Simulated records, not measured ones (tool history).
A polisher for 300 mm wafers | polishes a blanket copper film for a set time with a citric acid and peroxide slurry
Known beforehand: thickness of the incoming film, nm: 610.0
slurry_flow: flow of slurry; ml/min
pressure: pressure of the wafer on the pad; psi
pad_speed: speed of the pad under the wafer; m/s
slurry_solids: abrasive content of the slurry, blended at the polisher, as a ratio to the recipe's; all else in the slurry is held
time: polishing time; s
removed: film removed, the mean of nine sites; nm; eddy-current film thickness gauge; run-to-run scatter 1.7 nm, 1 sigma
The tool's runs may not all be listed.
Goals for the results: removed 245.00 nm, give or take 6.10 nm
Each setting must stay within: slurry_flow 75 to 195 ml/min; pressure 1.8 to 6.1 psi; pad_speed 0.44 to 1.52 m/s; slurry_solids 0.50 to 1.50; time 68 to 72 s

run    day  slurry_flow  pressure  pad_speed  slurry_solids  time  removed
  1  0.000          125       3.9       0.98           1.00    68   182.63
  2  0.142          130       4.0       0.98           1.00    68   190.03
  3  0.421          135       4.1       0.98           1.00    68   194.06
  4  0.654          140       4.2       0.98           1.00    68   201.31
  5  0.921          145       4.3       0.98           1.00    68   205.41
  6  1.054          145       4.4       0.98           1.00    68   207.64
  7  1.396          145       4.5       0.98           1.00    68   212.86
  8  1.496          145       4.6       0.98           1.00    68   222.05
  9  1.842          150       4.8       0.98           1.00    68   226.63

Pick the move, out of 5, that brings all results within their allowed miss; only one does.
  A  2.188          165       4.6       1.06           1.05    71        ?
  B  2.188          160       5.3       0.90           0.95    68        ?
  C  2.188          165       5.3       0.88           1.05    71        ?
  D  2.188          145       4.8       0.92           1.00    71        ?
  E  2.188          160       4.5       1.12           1.05    69        ?

move  removed
   A   253.89
   B   233.48
   C   243.23
   D   224.61
   E   253.73
A: takes the biggest miss from the last run beyond its target
B: closes in on the targets versus the last run, not all within tolerance yet
C: each result inside its tolerance
D: moves away from the targets compared with the last run
E: takes the biggest miss from the last run beyond its target
Go with C: it meets all targets.

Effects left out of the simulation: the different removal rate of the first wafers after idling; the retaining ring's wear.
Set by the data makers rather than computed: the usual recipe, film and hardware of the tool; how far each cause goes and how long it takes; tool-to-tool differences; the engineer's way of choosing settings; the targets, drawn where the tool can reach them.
